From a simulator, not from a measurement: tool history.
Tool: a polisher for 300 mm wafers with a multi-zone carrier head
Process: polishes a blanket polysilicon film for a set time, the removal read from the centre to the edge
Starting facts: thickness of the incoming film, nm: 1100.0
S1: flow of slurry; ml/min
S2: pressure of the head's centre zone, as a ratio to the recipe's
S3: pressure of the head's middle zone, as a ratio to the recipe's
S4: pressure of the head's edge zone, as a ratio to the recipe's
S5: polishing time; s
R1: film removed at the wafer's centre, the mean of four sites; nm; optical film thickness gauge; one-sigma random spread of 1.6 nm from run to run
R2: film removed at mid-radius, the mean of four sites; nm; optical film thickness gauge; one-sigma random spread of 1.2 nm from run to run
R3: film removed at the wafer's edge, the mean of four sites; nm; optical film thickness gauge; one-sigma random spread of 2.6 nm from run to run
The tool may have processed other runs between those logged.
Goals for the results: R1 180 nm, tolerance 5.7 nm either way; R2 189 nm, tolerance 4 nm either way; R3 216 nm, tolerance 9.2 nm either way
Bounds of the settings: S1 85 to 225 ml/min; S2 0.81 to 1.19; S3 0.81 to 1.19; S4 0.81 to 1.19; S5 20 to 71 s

Run 1, hour 0: S1 145 ml/min, S2 1, S3 1, S4 1, S5 45 s. Result: R1 311.36 nm, R2 314.84 nm, R3 317.58 nm.
Run 2, hour 6.2: S1 135 ml/min, S2 0.96, S3 0.96, S4 0.98, S5 42 s. Result: R1 281.71 nm, R2 283.36 nm, R3 292.83 nm.
Run 3, hour 8.1: S1 115 ml/min, S2 0.96, S3 0.96, S4 0.98, S5 42 s. Result: R1 266.85 nm, R2 271.17 nm, R3 290.64 nm.
Run 4, hour 14.7: S1 110 ml/min, S2 0.93, S3 0.94, S4 0.97, S5 39 s. Result: R1 233.43 nm, R2 248.71 nm, R3 261.1 nm.
Run 5, hour 21.8: S1 105 ml/min, S2 0.92, S3 0.91, S4 0.97, S5 38 s. Result: R1 226.78 nm, R2 232.51 nm, R3 246.26 nm.
Run 6, hour 27.9: S1 105 ml/min, S2 0.92, S3 0.91, S4 0.93, S5 38 s. Result: R1 222.69 nm, R2 231.78 nm, R3 245.97 nm.
Run 7, hour 33: S1 100 ml/min, S2 0.9, S3 0.89, S4 0.95, S5 37 s. Result: R1 211.08 nm, R2 219.01 nm, R3 235.84 nm.
Run 8, hour 36.9: S1 85 ml/min, S2 0.81, S3 0.81, S4 0.99, S5 35 s. Result: R1 171.85 nm, R2 185.93 nm, R3 221.46 nm.

Which single option among these 5 for the next run brings every result within its allowed miss of target? Just one does.
Run A, hour 40.8: S1 115 ml/min, S2 0.84, S3 0.82, S4 0.99, S5 31 s. Result: R1 ?, R2 ?, R3 ?.
Run B, hour 40.8: S1 105 ml/min, S2 0.92, S3 0.83, S4 0.98, S5 32 s. Result: R1 ?, R2 ?, R3 ?.
Run C, hour 40.8: S1 90 ml/min, S2 0.81, S3 0.86, S4 0.94, S5 34 s. Result: R1 ?, R2 ?, R3 ?.
Run D, hour 40.8: S1 105 ml/min, S2 0.88, S3 0.81, S4 0.89, S5 34 s. Result: R1 ?, R2 ?, R3 ?.
Run E, hour 40.8: S1 105 ml/min, S2 0.84, S3 0.83, S4 0.96, S5 33 s. Result: R1 ?, R2 ?, R3 ?.

move      R1      R2      R3
   A  175.15   181.5  207.61
   B  191.16  184.47  209.97
   C  172.23  192.15  212.68
   D  195.08  192.97  214.17
   E   181.6  190.31   214.6
A: brings the result that was furthest off to its target, and leaves another outside
B: the result that was furthest off in the last run now lies on the other side of its target
C: neither nearer nor further off than the last run
D: the result that was furthest off in the last run now lies on the other side of its target
E: all results in spec
Go with E: it meets all targets.
